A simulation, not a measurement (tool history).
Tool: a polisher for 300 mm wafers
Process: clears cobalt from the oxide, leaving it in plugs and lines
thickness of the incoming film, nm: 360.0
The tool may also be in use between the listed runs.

run,hour,flow of slurry (ml/min),pressure of the wafer on the pad (psi),speed of the pad under the wafer (cm/s),overpolish time after the end point (s),time until the end point was called (s),dishing of a wide line in a test structure (angstrom)
1,0.0,160,1.6,76,15,107.62,336.14
2,8.5,160,1.4,76,15,114.20,320.94
3,9.0,160,1.2,76,15,128.14,291.14
4,13.9,160,1.1,76,16,128.47,302.72
5,18.6,160,1.1,76,10,133.20,209.89
6,21.6,140,1.1,76,10,140.87,212.41
7,29.7,130,1.1,74,12,137.22,235.92
8,38.3,130,1.1,72,14,145.00,259.71

Forecast run 9:
9,39.7,130,1.1,72,14,?,?

{"run 9": {"time until the end point was called (s)": 141.63, "dishing of a wide line in a test structure (angstrom)": 260.82}}

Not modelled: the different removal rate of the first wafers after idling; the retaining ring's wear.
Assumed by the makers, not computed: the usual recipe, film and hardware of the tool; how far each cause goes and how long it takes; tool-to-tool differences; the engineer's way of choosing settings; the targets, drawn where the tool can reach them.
